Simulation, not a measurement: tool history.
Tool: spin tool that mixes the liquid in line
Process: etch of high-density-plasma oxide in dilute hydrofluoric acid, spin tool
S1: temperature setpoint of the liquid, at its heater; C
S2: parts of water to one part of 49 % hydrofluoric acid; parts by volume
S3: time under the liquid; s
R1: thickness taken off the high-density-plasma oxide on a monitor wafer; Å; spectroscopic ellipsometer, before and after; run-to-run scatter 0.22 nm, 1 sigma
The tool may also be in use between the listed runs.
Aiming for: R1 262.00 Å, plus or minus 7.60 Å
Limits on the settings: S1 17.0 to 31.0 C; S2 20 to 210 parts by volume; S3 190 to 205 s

run 1 day=0.000 | S1=23.0 S2=115 S3=190 | R1=116.91
run 2 day=0.312 | S1=25.0 S2=100 S3=190 | R1=147.15
run 3 day=0.542 | S1=26.5 S2=90 S3=190 | R1=175.68
run 4 day=0.779 | S1=26.5 S2=90 S3=190 | R1=174.23
run 5 day=0.825 | S1=27.5 S2=85 S3=190 | R1=192.94
run 6 day=0.871 | S1=28.5 S2=80 S3=190 | R1=215.66
run 7 day=1.025 | S1=31.0 S2=70 S3=190 | R1=276.93
run 8 day=1.092 | S1=30.5 S2=70 S3=190 | R1=270.26

Consider the 4 candidate settings below. Which is the only one whose results all fall within their allowed miss of target?
run A day=1.158 | S1=31.0 S2=70 S3=190 | R1=?
run B day=1.158 | S1=29.5 S2=70 S3=190 | R1=?
run C day=1.158 | S1=30.0 S2=70 S3=205 | R1=?
run D day=1.158 | S1=30.0 S2=65 S3=190 | R1=?

move=A R1=279.25
move=B R1=263.61
move=C R1=289.97
move=D R1=291.59
A: lands further from the targets than the last run did
B: every result within its allowed miss
C: lands further from the targets than the last run did
D: lands further from the targets than the last run did
So the answer is move B, the one that meets all the targets.

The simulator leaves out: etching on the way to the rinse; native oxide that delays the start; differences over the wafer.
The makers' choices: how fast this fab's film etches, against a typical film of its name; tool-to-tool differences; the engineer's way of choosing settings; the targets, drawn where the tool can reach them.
